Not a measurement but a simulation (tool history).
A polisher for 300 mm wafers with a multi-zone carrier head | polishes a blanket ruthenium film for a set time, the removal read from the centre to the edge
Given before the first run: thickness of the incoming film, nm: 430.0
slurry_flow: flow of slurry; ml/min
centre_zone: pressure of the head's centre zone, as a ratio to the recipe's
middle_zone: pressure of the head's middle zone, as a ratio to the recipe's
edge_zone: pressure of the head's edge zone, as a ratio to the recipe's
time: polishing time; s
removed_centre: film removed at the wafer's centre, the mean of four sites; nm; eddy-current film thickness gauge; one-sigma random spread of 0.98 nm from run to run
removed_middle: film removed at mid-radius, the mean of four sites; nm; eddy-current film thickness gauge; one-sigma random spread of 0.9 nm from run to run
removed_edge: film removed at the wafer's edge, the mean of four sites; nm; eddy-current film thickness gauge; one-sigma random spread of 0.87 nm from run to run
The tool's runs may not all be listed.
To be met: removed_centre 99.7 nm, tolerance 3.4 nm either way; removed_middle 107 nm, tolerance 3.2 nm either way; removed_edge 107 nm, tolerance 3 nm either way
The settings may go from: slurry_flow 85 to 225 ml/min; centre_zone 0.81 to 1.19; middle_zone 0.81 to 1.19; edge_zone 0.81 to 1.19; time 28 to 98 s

{"run": 1, "hour": 0.0, "slurry_flow": 145, "centre_zone": 1, "middle_zone": 1, "edge_zone": 1, "time": 63, "removed_centre": 124.46, "removed_middle": 123.17, "removed_edge": 120.5}
{"run": 2, "hour": 8.2, "slurry_flow": 120, "centre_zone": 1, "middle_zone": 1, "edge_zone": 1, "time": 63, "removed_centre": 119.91, "removed_middle": 118.37, "removed_edge": 117.72}
{"run": 3, "hour": 11.0, "slurry_flow": 120, "centre_zone": 1, "middle_zone": 1.06, "edge_zone": 1, "time": 63, "removed_centre": 122.75, "removed_middle": 124.49, "removed_edge": 118.38}
{"run": 4, "hour": 18.5, "slurry_flow": 115, "centre_zone": 0.98, "middle_zone": 1.04, "edge_zone": 0.98, "time": 63, "removed_centre": 119.31, "removed_middle": 122.52, "removed_edge": 115.86}
{"run": 5, "hour": 26.4, "slurry_flow": 115, "centre_zone": 0.98, "middle_zone": 1.01, "edge_zone": 0.98, "time": 63, "removed_centre": 116.91, "removed_middle": 120.27, "removed_edge": 117.38}
{"run": 6, "hour": 28.3, "slurry_flow": 135, "centre_zone": 0.98, "middle_zone": 1.01, "edge_zone": 0.98, "time": 63, "removed_centre": 119.48, "removed_middle": 121.43, "removed_edge": 117.99}
{"run": 7, "hour": 34.3, "slurry_flow": 130, "centre_zone": 0.96, "middle_zone": 0.99, "edge_zone": 0.96, "time": 63, "removed_centre": 115.18, "removed_middle": 118.98, "removed_edge": 117.16}
{"run": 8, "hour": 41.5, "slurry_flow": 125, "centre_zone": 0.95, "middle_zone": 0.98, "edge_zone": 0.94, "time": 63, "removed_centre": 113.57, "removed_middle": 116.47, "removed_edge": 114.49}
{"run": 9, "hour": 49.4, "slurry_flow": 120, "centre_zone": 0.93, "middle_zone": 0.97, "edge_zone": 0.93, "time": 63, "removed_centre": 112.48, "removed_middle": 116.8, "removed_edge": 113.75}
{"run": 10, "hour": 57.9, "slurry_flow": 95, "centre_zone": 0.85, "middle_zone": 0.91, "edge_zone": 0.92, "time": 60, "removed_centre": 94.161, "removed_middle": 101.95, "removed_edge": 106.7}
{"run": 11, "hour": 64.3, "slurry_flow": 100, "centre_zone": 0.86, "middle_zone": 0.92, "edge_zone": 0.92, "time": 60, "removed_centre": 93.609, "removed_middle": 102.53, "removed_edge": 107.11}

Pick the move, out of 4, that brings all results within their allowed miss; only one does.
{"run": "A", "hour": 70.7, "slurry_flow": 85, "centre_zone": 0.81, "middle_zone": 0.94, "edge_zone": 0.96, "time": 60, "removed_centre": "?", "removed_middle": "?", "removed_edge": "?"}
{"run": "B", "hour": 70.7, "slurry_flow": 120, "centre_zone": 0.86, "middle_zone": 0.93, "edge_zone": 0.9, "time": 60, "removed_centre": "?", "removed_middle": "?", "removed_edge": "?"}
{"run": "C", "hour": 70.7, "slurry_flow": 110, "centre_zone": 0.89, "middle_zone": 0.88, "edge_zone": 0.96, "time": 59, "removed_centre": "?", "removed_middle": "?", "removed_edge": "?"}
{"run": "D", "hour": 70.7, "slurry_flow": 110, "centre_zone": 0.86, "middle_zone": 1.02, "edge_zone": 1.03, "time": 57, "removed_centre": "?", "removed_middle": "?", "removed_edge": "?"}

move=A removed_centre=87.857 removed_middle=102.08 removed_edge=107.71
move=B removed_centre=97.899 removed_middle=105.46 removed_edge=107.63
move=C removed_centre=98.43 removed_middle=97.993 removed_edge=108.33
move=D removed_centre=91.951 removed_middle=107.13 removed_edge=108.06
A: the biggest miss grows against the last run
B: in spec on every target
C: corrects the largest miss of the last run, while another result sits out of spec
D: the biggest miss grows against the last run
Go with B: it meets all targets.

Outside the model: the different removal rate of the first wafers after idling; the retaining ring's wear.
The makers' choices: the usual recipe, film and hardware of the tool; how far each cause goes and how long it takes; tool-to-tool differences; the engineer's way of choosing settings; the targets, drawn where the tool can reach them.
